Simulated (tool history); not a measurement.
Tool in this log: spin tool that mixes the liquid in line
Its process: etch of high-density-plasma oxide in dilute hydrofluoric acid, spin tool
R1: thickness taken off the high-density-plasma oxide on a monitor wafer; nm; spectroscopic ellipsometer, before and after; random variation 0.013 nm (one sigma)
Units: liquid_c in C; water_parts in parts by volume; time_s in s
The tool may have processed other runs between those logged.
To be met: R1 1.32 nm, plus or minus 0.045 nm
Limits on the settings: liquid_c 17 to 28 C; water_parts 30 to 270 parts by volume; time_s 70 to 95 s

run 1 hour=0 | liquid_c=20 water_parts=150 time_s=95 | R1=2.5003
run 2 hour=3.6 | liquid_c=19.5 water_parts=165 time_s=95 | R1=2.2108
run 3 hour=10 | liquid_c=19 water_parts=175 time_s=95 | R1=1.9995
run 4 hour=14 | liquid_c=18.5 water_parts=185 time_s=95 | R1=1.8763
run 5 hour=16 | liquid_c=18.5 water_parts=135 time_s=95 | R1=2.6888
run 6 hour=22.4 | liquid_c=18.5 water_parts=150 time_s=95 | R1=2.3844
run 7 hour=25.3 | liquid_c=18.5 water_parts=165 time_s=95 | R1=2.0889
run 8 hour=31.9 | liquid_c=18 water_parts=175 time_s=95 | R1=1.9502
run 9 hour=38.5 | liquid_c=18 water_parts=185 time_s=95 | R1=1.8237
run 10 hour=45.3 | liquid_c=18 water_parts=195 time_s=95 | R1=1.6987
run 11 hour=51.5 | liquid_c=18 water_parts=200 time_s=95 | R1=1.6659
run 12 hour=56.8 | liquid_c=18 water_parts=205 time_s=95 | R1=1.6101
run 13 hour=64 | liquid_c=18 water_parts=210 time_s=95 | R1=1.5858
run 14 hour=67 | liquid_c=18 water_parts=215 time_s=95 | R1=1.5226

Of the 5 settings listed for the next run, only one would bring every result within its allowed miss of target. Which one?
run A hour=70 | liquid_c=17.5 water_parts=220 time_s=85 | R1=?
run B hour=70 | liquid_c=17 water_parts=170 time_s=95 | R1=?
run C hour=70 | liquid_c=20.5 water_parts=220 time_s=95 | R1=?
run D hour=70 | liquid_c=18.5 water_parts=230 time_s=95 | R1=?
run E hour=70 | liquid_c=18.5 water_parts=190 time_s=95 | R1=?

move=A R1=1.3131
move=B R1=1.95
move=C R1=1.6477
move=D R1=1.4462
move=E R1=1.8176
A: hits every target within its allowed miss
B: misses by more than the last run did
C: misses by more than the last run did
D: moves toward the targets from the last run without getting all of them in spec
E: misses by more than the last run did
The move that meets every target is A.
